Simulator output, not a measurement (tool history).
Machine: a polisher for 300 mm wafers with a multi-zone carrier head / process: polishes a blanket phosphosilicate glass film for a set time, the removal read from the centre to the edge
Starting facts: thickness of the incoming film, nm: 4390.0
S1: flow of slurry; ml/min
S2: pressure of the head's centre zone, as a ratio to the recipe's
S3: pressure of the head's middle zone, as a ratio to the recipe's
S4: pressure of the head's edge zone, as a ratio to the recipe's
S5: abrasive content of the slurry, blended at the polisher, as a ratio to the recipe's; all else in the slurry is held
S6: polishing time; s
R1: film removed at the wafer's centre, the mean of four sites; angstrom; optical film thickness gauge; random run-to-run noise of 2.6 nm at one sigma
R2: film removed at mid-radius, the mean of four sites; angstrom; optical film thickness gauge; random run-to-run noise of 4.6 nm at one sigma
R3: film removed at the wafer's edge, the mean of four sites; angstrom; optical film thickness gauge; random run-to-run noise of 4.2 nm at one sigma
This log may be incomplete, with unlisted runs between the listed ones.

run,hour,S1,S2,S3,S4,S5,S6,R1,R2,R3
1,0.0,210,1.00,1.00,1.00,1.00,60,4530.6,4618.1,4482.5
2,6.7,210,0.98,1.00,0.97,0.90,57,4004.5,4255.2,4098.3
3,10.2,210,0.98,1.00,0.97,0.80,57,3961.4,4112.3,3896.2
4,11.8,265,0.98,1.00,0.97,0.80,57,3952.7,4229.4,3882.1
5,18.1,265,0.97,0.99,0.96,0.75,54,3688.3,3950.4,3596.3
6,22.2,265,0.97,0.99,0.96,0.60,54,3385.9,3677.8,3269.1
7,25.1,265,0.96,0.97,0.95,0.60,53,3274.9,3426.1,3132.8
8,28.0,265,0.94,0.96,0.93,0.60,53,3219.9,3524.7,3343.8
9,34.4,265,0.94,0.96,0.93,0.60,52,3111.2,3320.1,3125.4
10,38.9,265,0.94,0.96,0.92,0.60,51,3065.0,3282.2,3081.6
11,45.0,265,0.94,0.96,0.92,0.60,51,3093.0,3368.7,3062.9
12,45.7,265,0.94,0.95,0.91,0.60,51,3081.0,3272.8,3027.5
13,53.8,265,0.93,0.95,0.89,0.60,51,3029.6,3333.6,3008.9
14,60.7,260,0.93,0.94,0.88,0.60,51,3052.9,3305.2,3035.5
15,69.1,260,0.93,0.94,0.88,0.60,51,3022.2,3218.6,2918.0

Predict the results of run 16:
16,73.1,255,0.92,0.94,0.87,0.60,51,?,?,?

Logged for run 16: R1 3003.7 angstrom, R2 3266.2 angstrom, R3 2945.5 angstrom.
